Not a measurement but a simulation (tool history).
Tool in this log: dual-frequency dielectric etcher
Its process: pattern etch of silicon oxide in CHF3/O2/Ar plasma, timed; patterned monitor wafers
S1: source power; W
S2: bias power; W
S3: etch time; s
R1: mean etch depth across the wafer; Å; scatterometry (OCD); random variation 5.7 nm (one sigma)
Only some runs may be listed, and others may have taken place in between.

Run 1, hour 0.0: S1 680 W, S2 164 W, S3 569.5 s. Result: R1 10049.0 Å.
Run 2, hour 1.7: S1 680 W, S2 164 W, S3 596.5 s. Result: R1 10458.0 Å.
Run 3, hour 2.7: S1 650 W, S2 160 W, S3 595.5 s. Result: R1 10048.0 Å.
Run 4, hour 11.4: S1 570 W, S2 160 W, S3 595.5 s. Result: R1 9726.8 Å.
Run 5, hour 12.6: S1 550 W, S2 158 W, S3 595.0 s. Result: R1 9646.2 Å.
Run 6, hour 14.9: S1 550 W, S2 175 W, S3 595.0 s. Result: R1 9868.9 Å.
Run 7, hour 19.3: S1 420 W, S2 144 W, S3 579.5 s. Result: R1 8162.4 Å.
Run 8, hour 25.1: S1 430 W, S2 145 W, S3 579.5 s. Result: R1 8327.3 Å.
Run 9, hour 26.3: S1 440 W, S2 145 W, S3 579.5 s. Result: R1 8356.0 Å.

Run 10, settings as shown, results not yet in. Your forecast:
Run 10, hour 28.6: S1 450 W, S2 145 W, S3 579.5 s. Result: R1 ?.

{"run 10": {"R1": 8423.6}}
